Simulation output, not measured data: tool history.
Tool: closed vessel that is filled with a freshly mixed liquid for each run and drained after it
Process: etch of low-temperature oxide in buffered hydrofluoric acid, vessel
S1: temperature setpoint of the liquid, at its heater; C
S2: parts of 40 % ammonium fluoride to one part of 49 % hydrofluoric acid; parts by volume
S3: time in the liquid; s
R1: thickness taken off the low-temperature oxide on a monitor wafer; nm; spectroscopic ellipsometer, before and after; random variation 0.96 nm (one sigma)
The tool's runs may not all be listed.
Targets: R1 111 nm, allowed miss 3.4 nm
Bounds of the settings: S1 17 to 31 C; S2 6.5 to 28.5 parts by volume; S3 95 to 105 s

run 1 day=0 | S1=23 S2=17.5 S3=95 | R1=130.12
run 2 day=0.129 | S1=22.5 S2=17.5 S3=95 | R1=129.18
run 3 day=0.258 | S1=22 S2=17.5 S3=95 | R1=125.14
run 4 day=0.446 | S1=22 S2=14 S3=95 | R1=158.21
run 5 day=0.646 | S1=21.5 S2=14.5 S3=95 | R1=146.44
run 6 day=0.771 | S1=21 S2=14.5 S3=95 | R1=144.8
run 7 day=1.008 | S1=20.5 S2=14.5 S3=95 | R1=138.12
run 8 day=1.117 | S1=20 S2=14.5 S3=95 | R1=133.9

4 next moves are on the table. One of them brings every result within its allowed miss. Which?
run A day=1.225 | S1=17.5 S2=17 S3=105 | R1=?
run B day=1.225 | S1=17.5 S2=15 S3=100 | R1=?
run C day=1.225 | S1=20.5 S2=20 S3=95 | R1=?
run D day=1.225 | S1=20.5 S2=18 S3=100 | R1=?

move=A R1=110.22
move=B R1=118.75
move=C R1=100.62
move=D R1=117.53
A: meets every target
B: nearer than the last run, and not there yet
C: takes the result that was furthest off past its target
D: nearer than the last run, and not there yet
The right move is A.
